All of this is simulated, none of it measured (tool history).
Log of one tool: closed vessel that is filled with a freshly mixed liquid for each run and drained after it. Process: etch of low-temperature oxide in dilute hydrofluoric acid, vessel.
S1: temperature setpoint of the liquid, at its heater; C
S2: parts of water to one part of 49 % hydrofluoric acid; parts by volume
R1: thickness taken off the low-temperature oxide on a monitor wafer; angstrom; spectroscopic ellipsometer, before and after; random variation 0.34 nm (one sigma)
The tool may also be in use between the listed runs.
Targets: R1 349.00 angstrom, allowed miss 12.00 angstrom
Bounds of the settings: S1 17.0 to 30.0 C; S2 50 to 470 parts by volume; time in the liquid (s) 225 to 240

run 1 hour=0.0 | S1=22.0 S2=260 time_in_the_liquid_(s)=225 | R1=111.09
run 2 hour=4.0 | S1=23.5 S2=220 time_in_the_liquid_(s)=225 | R1=143.93
run 3 hour=7.6 | S1=21.5 S2=220 time_in_the_liquid_(s)=225 | R1=131.84
run 4 hour=8.4 | S1=23.0 S2=190 time_in_the_liquid_(s)=225 | R1=166.17
run 5 hour=9.8 | S1=23.0 S2=225 time_in_the_liquid_(s)=225 | R1=134.91
run 6 hour=15.1 | S1=24.5 S2=190 time_in_the_liquid_(s)=225 | R1=177.86
run 7 hour=20.2 | S1=25.5 S2=170 time_in_the_liquid_(s)=225 | R1=210.41
run 8 hour=21.8 | S1=26.5 S2=155 time_in_the_liquid_(s)=225 | R1=243.04
run 9 hour=25.7 | S1=27.5 S2=145 time_in_the_liquid_(s)=225 | R1=275.07
run 10 hour=26.2 | S1=28.0 S2=140 time_in_the_liquid_(s)=225 | R1=292.66
run 11 hour=32.4 | S1=28.5 S2=135 time_in_the_liquid_(s)=225 | R1=309.54
run 12 hour=35.4 | S1=29.0 S2=135 time_in_the_liquid_(s)=225 | R1=317.68
run 13 hour=43.5 | S1=30.0 S2=120 time_in_the_liquid_(s)=225 | R1=371.24
run 14 hour=46.5 | S1=29.5 S2=120 time_in_the_liquid_(s)=225 | R1=370.07
run 15 hour=50.7 | S1=29.0 S2=120 time_in_the_liquid_(s)=225 | R1=366.04

Which of these 4 next moves meets every target?
run A hour=54.9 | S1=27.0 S2=110 time_in_the_liquid_(s)=240 | R1=?
run B hour=54.9 | S1=29.5 S2=120 time_in_the_liquid_(s)=240 | R1=?
run C hour=54.9 | S1=28.0 S2=115 time_in_the_liquid_(s)=230 | R1=?
run D hour=54.9 | S1=29.5 S2=125 time_in_the_liquid_(s)=225 | R1=?

move=A R1=398.83
move=B R1=396.37
move=C R1=377.27
move=D R1=354.34
A: further off than the last run
B: further off than the last run
C: further off than the last run
D: meets every target
The right move is D.
